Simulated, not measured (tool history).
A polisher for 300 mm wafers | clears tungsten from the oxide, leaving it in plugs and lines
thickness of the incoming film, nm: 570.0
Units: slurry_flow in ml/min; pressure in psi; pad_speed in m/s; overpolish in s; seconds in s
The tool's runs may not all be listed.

run  hour  slurry_flow  pressure  pad_speed  slurry_solids  overpolish  seconds
  1     0          155       2.9       1.36              1          16   126.32
  2   3.7          155       2.7       1.36              1          16   136.97
  3   5.6          140       2.7       1.36              1          16   141.11
  4  12.6          140       2.7       1.36            1.2          16    131.5
  5  19.9          140       2.7       1.36            1.2          17   133.57
  6  25.3          140       2.6       1.36            1.2          17   141.72
  7    28          140       2.6       1.36            1.2          17   136.07

Run 8 comes next. What will it give?
  8  30.6          140       2.5       1.36            1.2          17        ?

seconds: 142.87 s
